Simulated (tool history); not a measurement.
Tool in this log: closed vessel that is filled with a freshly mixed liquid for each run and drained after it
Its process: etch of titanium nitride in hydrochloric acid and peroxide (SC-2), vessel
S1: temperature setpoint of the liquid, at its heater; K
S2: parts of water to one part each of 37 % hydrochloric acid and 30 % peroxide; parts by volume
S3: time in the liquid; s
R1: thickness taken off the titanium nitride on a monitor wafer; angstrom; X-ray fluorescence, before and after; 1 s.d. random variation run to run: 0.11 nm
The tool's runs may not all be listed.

run  hour      S1   S2   S3      R1
  1   0.0  337.15  6.5  195  253.35
  2   4.9  337.15  8.0  195  214.80
  3   5.9  337.15  8.0  210  232.80
  4  12.3  341.15  8.0  210  299.54
  5  17.9  338.15  8.0  210  252.06
  6  19.7  336.15  8.0  210  219.42
  7  25.8  334.65  8.0  210  197.83
  8  30.5  334.15  8.0  210  193.75
  9  38.1  333.65  8.0  210  185.85
 10  45.7  333.15  8.0  210  179.45

Run 11, settings as shown, results not yet in. Your forecast:
 11  52.8  332.65  8.0  210   ?

Run 11 gave R1 177.67 angstrom.
